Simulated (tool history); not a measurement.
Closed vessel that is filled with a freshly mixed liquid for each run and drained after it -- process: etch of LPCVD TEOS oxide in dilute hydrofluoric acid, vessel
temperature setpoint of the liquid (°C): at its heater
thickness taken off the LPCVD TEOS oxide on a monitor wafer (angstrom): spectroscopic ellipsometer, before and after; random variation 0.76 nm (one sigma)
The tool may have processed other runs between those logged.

run    day  temperature setpoint of the liquid (°C)  parts of water to one part of 49 % hydrofluoric acid (parts by volume)  time in the liquid (s)  thickness taken off the LPCVD TEOS oxide on a monitor wafer (angstrom)
  1      0                                       21                                                                     110                     140                                                                  372.91
  2  0.104                                       23                                                                     110                     140                                                                  401.15
  3  0.442                                       23                                                                      90                     140                                                                  507.94
  4  0.792                                       23                                                                     110                     140                                                                  405.16
  5  1.042                                       24                                                                     100                     140                                                                  465.11
  6  1.083                                       24                                                                      85                     140                                                                  561.21
  7  1.271                                       25                                                                      80                     140                                                                  620.83

Estimate the outcome of run 8 from the log above:
  8  1.567                                       29                                                                      55                     140                                                                       ?

{"run 8": {"thickness taken off the LPCVD TEOS oxide on a monitor wafer (angstrom)": 1081.1}}
